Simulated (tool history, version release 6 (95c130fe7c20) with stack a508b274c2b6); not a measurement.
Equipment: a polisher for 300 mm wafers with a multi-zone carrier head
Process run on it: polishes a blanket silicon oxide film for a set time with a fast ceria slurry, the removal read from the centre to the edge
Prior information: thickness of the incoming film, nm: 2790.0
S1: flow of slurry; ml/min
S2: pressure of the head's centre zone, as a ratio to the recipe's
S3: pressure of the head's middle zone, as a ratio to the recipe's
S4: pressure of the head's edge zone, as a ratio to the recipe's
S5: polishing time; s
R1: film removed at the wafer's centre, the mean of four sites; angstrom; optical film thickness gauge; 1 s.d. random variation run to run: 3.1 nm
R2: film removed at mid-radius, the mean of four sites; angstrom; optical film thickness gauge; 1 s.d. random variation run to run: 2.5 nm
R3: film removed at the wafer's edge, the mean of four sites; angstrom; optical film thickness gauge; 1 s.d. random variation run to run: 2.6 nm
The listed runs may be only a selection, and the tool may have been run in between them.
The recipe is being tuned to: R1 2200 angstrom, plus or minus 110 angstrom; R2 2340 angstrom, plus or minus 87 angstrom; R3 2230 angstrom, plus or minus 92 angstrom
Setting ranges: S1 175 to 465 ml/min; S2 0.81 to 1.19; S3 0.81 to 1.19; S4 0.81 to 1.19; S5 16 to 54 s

Run 1, hour 0: S1 295 ml/min, S2 1, S3 1, S4 1, S5 35 s. Result: R1 3508.3 angstrom, R2 3449.6 angstrom, R3 3565.8 angstrom.
Run 2, hour 6.1: S1 295 ml/min, S2 0.99, S3 1, S4 0.98, S5 32 s. Result: R1 3136.4 angstrom, R2 3125.4 angstrom, R3 3190.5 angstrom.
Run 3, hour 12.3: S1 295 ml/min, S2 1.04, S3 1, S4 0.98, S5 32 s. Result: R1 3322.1 angstrom, R2 3060.5 angstrom, R3 3160.3 angstrom.
Run 4, hour 17.3: S1 295 ml/min, S2 0.98, S3 1, S4 0.98, S5 32 s. Result: R1 3144.1 angstrom, R2 3160.8 angstrom, R3 3156.5 angstrom.
Run 5, hour 18.8: S1 295 ml/min, S2 0.98, S3 0.94, S4 0.98, S5 32 s. Result: R1 3141.8 angstrom, R2 2972.5 angstrom, R3 3201.4 angstrom.
Run 6, hour 22.1: S1 295 ml/min, S2 0.98, S3 0.94, S4 0.98, S5 25 s. Result: R1 2461.1 angstrom, R2 2325.5 angstrom, R3 2568.5 angstrom.
Run 7, hour 28.7: S1 295 ml/min, S2 0.97, S3 0.95, S4 0.96, S5 25 s. Result: R1 2478.2 angstrom, R2 2358.3 angstrom, R3 2488.3 angstrom.
Run 8, hour 30.1: S1 280 ml/min, S2 0.87, S3 0.98, S4 0.89, S5 23 s. Result: R1 2091.4 angstrom, R2 2215.7 angstrom, R3 2184.2 angstrom.
Run 9, hour 36.5: S1 285 ml/min, S2 0.88, S3 0.99, S4 0.89, S5 23 s. Result: R1 2107.2 angstrom, R2 2200.1 angstrom, R3 2149.8 angstrom.
Run 10, hour 41.2: S1 285 ml/min, S2 0.88, S3 1, S4 0.9, S5 23 s. Result: R1 2109.4 angstrom, R2 2243.7 angstrom, R3 2188.8 angstrom.

Exercise: of the 5 proposed moves below, exactly one satisfies all targets within the stated allowed misses. Which move is it?
Run A, hour 45.9: S1 400 ml/min, S2 0.96, S3 0.94, S4 0.96, S5 21 s. Result: R1 ?, R2 ?, R3 ?.
Run B, hour 45.9: S1 270 ml/min, S2 0.87, S3 1, S4 0.91, S5 23 s. Result: R1 ?, R2 ?, R3 ?.
Run C, hour 45.9: S1 280 ml/min, S2 0.96, S3 1.06, S4 0.94, S5 23 s. Result: R1 ?, R2 ?, R3 ?.
Run D, hour 45.9: S1 215 ml/min, S2 0.94, S3 0.95, S4 0.97, S5 24 s. Result: R1 ?, R2 ?, R3 ?.
Run E, hour 45.9: S1 320 ml/min, S2 0.88, S3 0.91, S4 0.93, S5 23 s. Result: R1 ?, R2 ?, R3 ?.

move      R1      R2      R3
   A  2182.5  2021.4  2189.4
   B  2074.3  2194.2  2233.4
   C  2251.5  2320.4  2276.9
   D  2164.6  2083.4  2317.3
   E  2161.9    2089  2308.7
A: misses by more than the last run did
B: misses by more than the last run did
C: every result lands within tolerance
D: misses by more than the last run did
E: misses by more than the last run did
C meets every target.

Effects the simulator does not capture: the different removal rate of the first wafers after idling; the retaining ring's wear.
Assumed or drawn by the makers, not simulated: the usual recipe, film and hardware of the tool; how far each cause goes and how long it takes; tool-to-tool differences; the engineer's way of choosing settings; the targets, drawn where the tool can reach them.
